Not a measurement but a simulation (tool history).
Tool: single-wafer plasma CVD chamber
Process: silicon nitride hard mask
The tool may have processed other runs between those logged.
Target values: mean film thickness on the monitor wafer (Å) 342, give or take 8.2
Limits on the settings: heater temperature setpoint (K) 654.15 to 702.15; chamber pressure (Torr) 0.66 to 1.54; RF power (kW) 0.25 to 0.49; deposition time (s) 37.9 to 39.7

| run | day | heater temperature setpoint (K) | chamber pressure (Torr) | RF power (kW) | deposition time (s) | mean film thickness on the monitor wafer (Å) |
|---|---|---|---|---|---|---|
| 1 | 0 | 678.15 | 1.1 | 0.37 | 39.7 | 442.47 |
| 2 | 0.229 | 678.15 | 1.1 | 0.42 | 39.7 | 470.23 |
| 3 | 0.275 | 678.15 | 1.1 | 0.42 | 37.9 | 452.12 |
| 4 | 0.621 | 678.15 | 0.94 | 0.42 | 37.9 | 426.77 |
| 5 | 0.704 | 678.15 | 0.88 | 0.4 | 37.9 | 407.09 |
| 6 | 0.746 | 678.15 | 0.84 | 0.385 | 37.9 | 390.32 |
| 7 | 0.804 | 679.15 | 0.66 | 0.33 | 37.9 | 320.56 |
| 8 | 0.85 | 679.15 | 0.68 | 0.33 | 37.9 | 322.9 |
| 9 | 1.154 | 679.15 | 0.7 | 0.33 | 37.9 | 329.03 |

5 next moves are on the table. One of them brings every result within its allowed miss. Which?
| A | 1.458 | 668.15 | 0.76 | 0.35 | 39 | ? |
| B | 1.458 | 687.15 | 0.68 | 0.36 | 39.7 | ? |
| C | 1.458 | 680.15 | 0.77 | 0.325 | 39.7 | ? |
| D | 1.458 | 675.15 | 0.67 | 0.4 | 38.5 | ? |
| E | 1.458 | 680.15 | 0.79 | 0.32 | 37.9 | ? |

| move | mean film thickness on the monitor wafer (Å) |
|---|---|
| A | 364.55 |
| B | 354.57 |
| C | 355.47 |
| D | 364.89 |
| E | 339.74 |
A: the result that was furthest off in the last run now lies on the other side of its target
B: the result that was furthest off in the last run now lies on the other side of its target
C: the result that was furthest off in the last run now lies on the other side of its target
D: the result that was furthest off in the last run now lies on the other side of its target
E: every result within its allowed miss
Answer: E

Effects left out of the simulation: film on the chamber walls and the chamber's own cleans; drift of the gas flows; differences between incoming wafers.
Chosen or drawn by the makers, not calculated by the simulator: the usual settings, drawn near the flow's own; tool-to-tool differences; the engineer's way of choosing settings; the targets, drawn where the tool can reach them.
